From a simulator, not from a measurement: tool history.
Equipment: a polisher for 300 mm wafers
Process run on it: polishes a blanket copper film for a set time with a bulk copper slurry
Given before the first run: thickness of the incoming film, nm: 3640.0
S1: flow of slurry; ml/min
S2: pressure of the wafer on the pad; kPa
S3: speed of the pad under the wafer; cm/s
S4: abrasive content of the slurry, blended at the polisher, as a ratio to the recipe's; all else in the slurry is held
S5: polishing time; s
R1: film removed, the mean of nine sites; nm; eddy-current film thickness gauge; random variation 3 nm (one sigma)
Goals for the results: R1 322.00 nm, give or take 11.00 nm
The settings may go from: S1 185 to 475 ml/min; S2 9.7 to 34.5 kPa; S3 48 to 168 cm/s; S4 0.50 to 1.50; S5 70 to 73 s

{"run": 1, "hour": 0.0, "S1": 305, "S2": 22.1, "S3": 108, "S4": 1.0, "S5": 70, "R1": 704.79}
{"run": 2, "hour": 6.1, "S1": 305, "S2": 25.5, "S3": 108, "S4": 1.0, "S5": 70, "R1": 799.72}
{"run": 3, "hour": 11.0, "S1": 305, "S2": 21.4, "S3": 100, "S4": 1.0, "S5": 70, "R1": 636.26}
{"run": 4, "hour": 17.8, "S1": 305, "S2": 18.6, "S3": 94, "S4": 1.0, "S5": 70, "R1": 520.21}
{"run": 5, "hour": 20.2, "S1": 305, "S2": 14.5, "S3": 94, "S4": 1.0, "S5": 70, "R1": 400.64}
{"run": 6, "hour": 26.2, "S1": 305, "S2": 14.5, "S3": 94, "S4": 0.9, "S5": 70, "R1": 400.26}
{"run": 7, "hour": 26.8, "S1": 305, "S2": 13.8, "S3": 94, "S4": 0.9, "S5": 70, "R1": 378.62}
{"run": 8, "hour": 34.1, "S1": 305, "S2": 13.8, "S3": 94, "S4": 0.9, "S5": 70, "R1": 380.59}
{"run": 9, "hour": 42.5, "S1": 305, "S2": 13.1, "S3": 94, "S4": 0.9, "S5": 70, "R1": 359.2}
{"run": 10, "hour": 47.1, "S1": 305, "S2": 12.4, "S3": 94, "S4": 0.9, "S5": 70, "R1": 343.37}
{"run": 11, "hour": 51.0, "S1": 305, "S2": 11.0, "S3": 94, "S4": 0.9, "S5": 70, "R1": 308.07}

5 next moves are on the table. One of them brings every result within its allowed miss. Which?
{"run": "A", "hour": 54.9, "S1": 290, "S2": 9.7, "S3": 102, "S4": 0.95, "S5": 70, "R1": "?"}
{"run": "B", "hour": 54.9, "S1": 225, "S2": 13.1, "S3": 94, "S4": 0.95, "S5": 70, "R1": "?"}
{"run": "C", "hour": 54.9, "S1": 280, "S2": 14.5, "S3": 70, "S4": 1.05, "S5": 73, "R1": "?"}
{"run": "D", "hour": 54.9, "S1": 315, "S2": 11.7, "S3": 84, "S4": 1.0, "S5": 70, "R1": "?"}
{"run": "E", "hour": 54.9, "S1": 285, "S2": 10.3, "S3": 92, "S4": 0.95, "S5": 71, "R1": "?"}

move=A R1=291.93
move=B R1=353.57
move=C R1=323.16
move=D R1=298.30
move=E R1=286.74
A: the biggest miss grows against the last run
B: takes the biggest miss from the last run beyond its target
C: in spec on every target
D: the biggest miss grows against the last run
E: the biggest miss grows against the last run
The move that meets every target is C.
